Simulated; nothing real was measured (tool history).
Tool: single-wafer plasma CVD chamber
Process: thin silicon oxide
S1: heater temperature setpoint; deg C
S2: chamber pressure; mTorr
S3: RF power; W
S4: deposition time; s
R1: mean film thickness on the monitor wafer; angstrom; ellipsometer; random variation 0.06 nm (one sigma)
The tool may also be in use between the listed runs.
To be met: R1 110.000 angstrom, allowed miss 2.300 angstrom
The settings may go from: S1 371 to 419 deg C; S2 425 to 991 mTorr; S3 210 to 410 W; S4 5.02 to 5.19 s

run,day,S1,S2,S3,S4,R1
1,0.000,395,708,310,5.02,86.054
2,0.125,395,734,310,5.02,88.401
3,0.371,395,734,310,5.19,92.564
4,0.492,395,734,310,5.02,88.950
5,0.679,395,617,310,5.02,75.175
6,0.904,395,657,310,5.02,80.257
7,1.212,395,692,310,5.02,83.937
8,1.238,395,721,310,5.02,88.156
9,1.292,395,863,315,5.02,102.560
10,1.358,395,872,315,5.02,103.000
11,1.558,395,881,315,5.02,104.020
12,1.783,395,889,315,5.02,105.170
13,1.875,395,895,315,5.02,106.570
14,2.050,395,895,315,5.02,105.820

Which of these 5 next moves meets every target?
A,2.225,403,858,310,5.19,?
B,2.225,393,842,305,5.08,?
C,2.225,400,882,300,5.02,?
D,2.225,400,844,320,5.02,?
E,2.225,386,929,325,5.02,?

move,R1
A,104.940
B,101.300
C,102.890
D,101.410
E,111.100
A: further off than the last run
B: further off than the last run
C: further off than the last run
D: further off than the last run
E: meets every target
Move E is the one to make.
